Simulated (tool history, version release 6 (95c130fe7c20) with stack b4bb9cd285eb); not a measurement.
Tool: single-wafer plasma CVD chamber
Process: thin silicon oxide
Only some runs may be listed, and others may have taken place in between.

| run | hour | heater temperature setpoint (deg C) | chamber pressure (Pa) | RF power (W) | deposition time (s) | mean film thickness on the monitor wafer (Å) |
|---|---|---|---|---|---|---|
| 1 | 0.0 | 395 | 112.9 | 290 | 6.67 | 121.98 |
| 2 | 1.0 | 395 | 112.9 | 270 | 6.67 | 117.93 |
| 3 | 4.1 | 395 | 109.2 | 270 | 6.67 | 114.83 |
| 4 | 7.8 | 395 | 106.3 | 270 | 6.67 | 112.50 |
| 5 | 12.8 | 395 | 119.2 | 270 | 6.67 | 122.56 |
| 6 | 19.4 | 395 | 113.2 | 270 | 6.67 | 117.06 |
| 7 | 27.2 | 395 | 109.1 | 270 | 6.67 | 114.69 |

The next listed run, before its measurement:
| 8 | 33.1 | 395 | 105.9 | 270 | 6.67 | ? |

mean film thickness on the monitor wafer (Å): 112.14
